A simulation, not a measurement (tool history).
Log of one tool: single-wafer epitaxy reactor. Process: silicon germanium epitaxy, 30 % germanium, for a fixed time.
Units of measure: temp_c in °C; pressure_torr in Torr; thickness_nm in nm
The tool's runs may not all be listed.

Run 1, hour 0: temp_c 610 °C, pressure_torr 21.6 Torr. Result: thickness_nm 82.7 nm.
Run 2, hour 3.6: temp_c 610 °C, pressure_torr 18.6 Torr. Result: thickness_nm 77.474 nm.
Run 3, hour 6.9: temp_c 604 °C, pressure_torr 18.5 Torr. Result: thickness_nm 69.93 nm.
Run 4, hour 15.8: temp_c 614 °C, pressure_torr 18.5 Torr. Result: thickness_nm 81.818 nm.
Run 5, hour 19.3: temp_c 614 °C, pressure_torr 15.1 Torr. Result: thickness_nm 73.523 nm.
Run 6, hour 24.6: temp_c 621 °C, pressure_torr 15.1 Torr. Result: thickness_nm 81.791 nm.
At hour 30.7: pyrometer calibrated.
Run 7, hour 30.7: temp_c 609 °C, pressure_torr 14.2 Torr. Result: thickness_nm 60.854 nm.

Run 8 has not been measured yet. What should we expect?
Run 8, hour 33.3: temp_c 607 °C, pressure_torr 14.2 Torr. Result: thickness_nm ?.

For run 8 the tool returned thickness_nm 58.955 nm.

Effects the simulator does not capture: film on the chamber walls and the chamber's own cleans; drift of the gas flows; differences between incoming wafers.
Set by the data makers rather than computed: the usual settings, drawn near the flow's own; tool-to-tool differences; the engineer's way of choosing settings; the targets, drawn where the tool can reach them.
